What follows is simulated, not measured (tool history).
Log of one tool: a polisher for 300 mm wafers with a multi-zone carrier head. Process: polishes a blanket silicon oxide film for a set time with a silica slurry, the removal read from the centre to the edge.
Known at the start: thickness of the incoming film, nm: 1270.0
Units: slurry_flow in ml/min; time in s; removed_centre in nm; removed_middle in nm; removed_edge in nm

Run 1, hour 0: slurry_flow 295 ml/min, centre_zone 1, middle_zone 1, edge_zone 1, slurry_solids 1, time 83 s. Result: removed_centre 254.48 nm, removed_middle 259.97 nm, removed_edge 251.19 nm.
Run 2, hour 6.9: slurry_flow 295 ml/min, centre_zone 1, middle_zone 1.07, edge_zone 1, slurry_solids 1, time 83 s. Result: removed_centre 247.73 nm, removed_middle 272.19 nm, removed_edge 255.22 nm.
Run 3, hour 11.6: slurry_flow 295 ml/min, centre_zone 1, middle_zone 1.07, edge_zone 1, slurry_solids 0.85, time 83 s. Result: removed_centre 240.48 nm, removed_middle 256.88 nm, removed_edge 238.26 nm.
Run 4, hour 15.9: slurry_flow 295 ml/min, centre_zone 1.01, middle_zone 1.06, edge_zone 1.02, slurry_solids 0.95, time 84 s. Result: removed_centre 253.2 nm, removed_middle 262.36 nm, removed_edge 252.35 nm.
Run 5, hour 17: slurry_flow 295 ml/min, centre_zone 1.01, middle_zone 1.06, edge_zone 1.02, slurry_solids 1.1, time 84 s. Result: removed_centre 266.09 nm, removed_middle 282.28 nm, removed_edge 261.57 nm.
Run 6, hour 20.1: slurry_flow 295 ml/min, centre_zone 1.01, middle_zone 1.06, edge_zone 1.02, slurry_solids 1.2, time 84 s. Result: removed_centre 277.77 nm, removed_middle 285.97 nm, removed_edge 275.67 nm.
Run 7, hour 24.4: slurry_flow 295 ml/min, centre_zone 1, middle_zone 1.06, edge_zone 1.04, slurry_solids 1.25, time 86 s. Result: removed_centre 285.35 nm, removed_middle 301.55 nm, removed_edge 288.58 nm.
Run 8, hour 32.5: slurry_flow 295 ml/min, centre_zone 0.99, middle_zone 1.05, edge_zone 1.06, slurry_solids 1.3, time 87 s. Result: removed_centre 289.64 nm, removed_middle 306.22 nm, removed_edge 300.72 nm.

Run 9 comes next. What will it give?
Run 9, hour 37.2: slurry_flow 295 ml/min, centre_zone 0.99, middle_zone 1.05, edge_zone 1.08, slurry_solids 1.35, time 88 s. Result: removed_centre ?, removed_middle ?, removed_edge ?.

Run 9 gave removed_centre 299.03 nm, removed_middle 315.18 nm, removed_edge 306.86 nm.

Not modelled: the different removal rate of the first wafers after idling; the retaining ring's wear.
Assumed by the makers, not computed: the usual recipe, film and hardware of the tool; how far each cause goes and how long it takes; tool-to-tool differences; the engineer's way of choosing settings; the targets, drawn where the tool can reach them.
